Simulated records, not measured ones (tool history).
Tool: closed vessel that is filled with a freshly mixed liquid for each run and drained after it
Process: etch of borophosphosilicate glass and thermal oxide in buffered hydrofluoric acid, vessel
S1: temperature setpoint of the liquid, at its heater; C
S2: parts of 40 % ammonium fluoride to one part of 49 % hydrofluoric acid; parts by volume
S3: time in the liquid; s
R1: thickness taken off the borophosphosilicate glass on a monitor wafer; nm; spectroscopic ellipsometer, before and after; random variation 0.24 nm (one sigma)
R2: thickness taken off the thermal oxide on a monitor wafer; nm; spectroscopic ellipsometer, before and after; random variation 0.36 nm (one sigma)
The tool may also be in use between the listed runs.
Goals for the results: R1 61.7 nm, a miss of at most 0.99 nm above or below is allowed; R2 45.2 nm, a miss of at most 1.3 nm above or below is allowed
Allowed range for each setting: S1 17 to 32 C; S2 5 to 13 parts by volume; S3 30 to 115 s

run	hour	S1	S2	S3	R1	R2
1	0	25	8	60	123.94	91.284
2	6.1	22.5	8.5	60	101.82	75.261
3	15.1	20.5	9	60	85.63	61.974
4	21.6	20.5	7	60	112.24	83.344
5	30.6	19.5	8	60	91.689	67.525
6	32.9	18.5	8.5	60	81.636	58.979
7	41	18	9	60	74.69	54.273
8	47.9	17.5	9.5	60	70.388	51.077
9	50.5	17	10.5	60	62.869	45.357
10	54.5	17	11	60	60.188	44.163

Exactly one of the 4 candidate moves below puts every result within its allowed miss. Which one?
A	58.5	17.5	10.5	55	?	?
B	58.5	20.5	12	55	?	?
C	58.5	21.5	13	55	?	?
D	58.5	18.5	12	65	?	?

move	R1	R2
A	59.131	43.425
B	61.27	45.141
C	59.826	44.127
D	64.802	47.676
A: moves away from the targets compared with the last run
B: hits every target within its allowed miss
C: moves away from the targets compared with the last run
D: takes the result that was furthest off past its target
B is the move that brings every result within its allowed miss.
